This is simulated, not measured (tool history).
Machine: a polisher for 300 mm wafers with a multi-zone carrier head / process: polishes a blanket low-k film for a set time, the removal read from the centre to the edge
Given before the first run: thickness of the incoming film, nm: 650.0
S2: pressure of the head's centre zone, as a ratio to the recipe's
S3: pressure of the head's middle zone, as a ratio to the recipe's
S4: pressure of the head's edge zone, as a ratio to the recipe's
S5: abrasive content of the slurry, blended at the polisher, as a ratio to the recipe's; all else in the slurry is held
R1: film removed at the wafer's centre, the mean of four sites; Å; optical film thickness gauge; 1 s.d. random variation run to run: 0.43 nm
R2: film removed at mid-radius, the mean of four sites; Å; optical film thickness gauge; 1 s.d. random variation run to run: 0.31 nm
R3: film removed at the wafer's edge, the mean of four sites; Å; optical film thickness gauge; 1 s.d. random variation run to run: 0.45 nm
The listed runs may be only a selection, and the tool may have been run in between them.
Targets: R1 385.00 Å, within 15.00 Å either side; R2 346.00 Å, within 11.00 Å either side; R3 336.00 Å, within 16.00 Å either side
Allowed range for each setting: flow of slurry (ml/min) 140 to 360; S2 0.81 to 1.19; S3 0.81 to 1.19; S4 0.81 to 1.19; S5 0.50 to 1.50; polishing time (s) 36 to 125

Run 1, day 0.000: flow of slurry (ml/min) 230, S2 1.00, S3 1.00, S4 1.00, S5 1.00, polishing time (s) 80. Result: R1 242.59 Å, R2 233.16 Å, R3 248.19 Å.
Run 2, day 0.325: flow of slurry (ml/min) 230, S2 0.96, S3 1.00, S4 1.00, S5 1.00, polishing time (s) 80. Result: R1 226.66 Å, R2 235.19 Å, R3 245.95 Å.
Run 3, day 0.350: flow of slurry (ml/min) 230, S2 0.96, S3 1.00, S4 0.95, S5 1.00, polishing time (s) 80. Result: R1 222.18 Å, R2 240.47 Å, R3 246.91 Å.
Run 4, day 0.650: flow of slurry (ml/min) 265, S2 0.96, S3 1.00, S4 0.95, S5 1.00, polishing time (s) 80. Result: R1 227.19 Å, R2 239.01 Å, R3 249.31 Å.
Run 5, day 0.892: flow of slurry (ml/min) 265, S2 1.00, S3 1.03, S4 0.95, S5 1.10, polishing time (s) 81. Result: R1 259.82 Å, R2 265.86 Å, R3 267.04 Å.
Run 6, day 1.192: flow of slurry (ml/min) 270, S2 1.02, S3 1.04, S4 0.97, S5 1.20, polishing time (s) 81. Result: R1 275.48 Å, R2 280.48 Å, R3 274.01 Å.
Run 7, day 1.429: flow of slurry (ml/min) 275, S2 1.04, S3 1.04, S4 0.98, S5 1.25, polishing time (s) 82. Result: R1 281.38 Å, R2 285.78 Å, R3 286.46 Å.
Run 8, day 1.654: flow of slurry (ml/min) 275, S2 1.04, S3 1.04, S4 0.98, S5 1.25, polishing time (s) 82. Result: R1 289.52 Å, R2 291.92 Å, R3 293.19 Å.
Run 9, day 1.779: flow of slurry (ml/min) 280, S2 1.07, S3 1.05, S4 0.99, S5 1.30, polishing time (s) 82. Result: R1 306.88 Å, R2 296.46 Å, R3 299.08 Å.
Run 10, day 2.121: flow of slurry (ml/min) 285, S2 1.09, S3 1.07, S4 1.00, S5 1.35, polishing time (s) 82. Result: R1 317.56 Å, R2 304.19 Å, R3 299.12 Å.
Run 11, day 2.229: flow of slurry (ml/min) 290, S2 1.11, S3 1.07, S4 1.00, S5 1.40, polishing time (s) 83. Result: R1 328.02 Å, R2 312.89 Å, R3 304.52 Å.

Exactly one of the 5 candidate moves below puts every result within its allowed miss. Which one?
Run A, day 2.338: flow of slurry (ml/min) 330, S2 1.18, S3 1.07, S4 0.99, S5 1.30, polishing time (s) 93. Result: R1 ?, R2 ?, R3 ?.
Run B, day 2.338: flow of slurry (ml/min) 285, S2 0.89, S3 1.19, S4 0.99, S5 1.35, polishing time (s) 91. Result: R1 ?, R2 ?, R3 ?.
Run C, day 2.338: flow of slurry (ml/min) 290, S2 1.04, S3 0.99, S4 1.12, S5 1.45, polishing time (s) 95. Result: R1 ?, R2 ?, R3 ?.
Run D, day 2.338: flow of slurry (ml/min) 255, S2 0.86, S3 1.05, S4 1.05, S5 1.45, polishing time (s) 88. Result: R1 ?, R2 ?, R3 ?.
Run E, day 2.338: flow of slurry (ml/min) 305, S2 0.81, S3 0.98, S4 1.09, S5 1.50, polishing time (s) 93. Result: R1 ?, R2 ?, R3 ?.

move      R1      R2      R3
   A  386.69  348.77  331.54
   B  285.67  375.87  326.08
   C  359.72  345.75  375.10
   D  271.41  332.78  332.57
   E  278.83  342.17  368.32
A: meets every target
B: moves away from the targets compared with the last run
C: moves toward the targets from the last run without getting all of them in spec
D: moves away from the targets compared with the last run
E: moves away from the targets compared with the last run
Answer: A

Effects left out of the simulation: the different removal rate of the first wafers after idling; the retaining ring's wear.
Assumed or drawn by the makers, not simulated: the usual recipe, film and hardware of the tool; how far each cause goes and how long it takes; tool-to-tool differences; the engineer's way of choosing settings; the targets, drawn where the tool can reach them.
